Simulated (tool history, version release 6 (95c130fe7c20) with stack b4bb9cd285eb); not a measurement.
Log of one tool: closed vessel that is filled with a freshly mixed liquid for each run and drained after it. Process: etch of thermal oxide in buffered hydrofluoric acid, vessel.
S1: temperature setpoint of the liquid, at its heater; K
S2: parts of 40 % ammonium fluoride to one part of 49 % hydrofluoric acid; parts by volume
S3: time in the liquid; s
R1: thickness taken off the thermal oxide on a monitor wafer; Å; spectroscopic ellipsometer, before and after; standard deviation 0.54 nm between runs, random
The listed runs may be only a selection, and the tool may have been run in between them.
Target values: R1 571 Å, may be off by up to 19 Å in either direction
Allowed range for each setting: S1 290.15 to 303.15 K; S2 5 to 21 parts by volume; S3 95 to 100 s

{"run": 1, "hour": 0.0, "S1": 295.15, "S2": 13, "S3": 95, "R1": 772.37}
{"run": 2, "hour": 8.3, "S1": 295.15, "S2": 13, "S3": 95, "R1": 769.3}
{"run": 3, "hour": 15.2, "S1": 295.15, "S2": 13, "S3": 100, "R1": 814.41}
{"run": 4, "hour": 17.4, "S1": 294.15, "S2": 13.5, "S3": 100, "R1": 746.1}
{"run": 5, "hour": 24.5, "S1": 294.15, "S2": 13.5, "S3": 100, "R1": 748.35}
{"run": 6, "hour": 32.8, "S1": 294.15, "S2": 11, "S3": 100, "R1": 908.67}
{"hour": 40.7, "done": "hydrofluoric acid flow meter replaced"}
{"run": 7, "hour": 40.7, "S1": 293.15, "S2": 11.5, "S3": 100, "R1": 877.21}
{"run": 8, "hour": 48.1, "S1": 292.65, "S2": 12.5, "S3": 100, "R1": 790.79}

Exactly one of the 4 candidate moves below puts every result within its allowed miss. Which one?
{"run": "A", "hour": 55.5, "S1": 291.15, "S2": 15, "S3": 95, "R1": "?"}
{"run": "B", "hour": 55.5, "S1": 291.65, "S2": 7, "S3": 100, "R1": "?"}
{"run": "C", "hour": 55.5, "S1": 293.65, "S2": 8, "S3": 100, "R1": "?"}
{"run": "D", "hour": 55.5, "S1": 295.15, "S2": 8, "S3": 100, "R1": "?"}

move=A R1=575.75
move=B R1=1301
move=C R1=1259.9
move=D R1=1369.2
A: every result within its allowed miss
B: further off than the last run
C: further off than the last run
D: further off than the last run
Move A is the one to make.
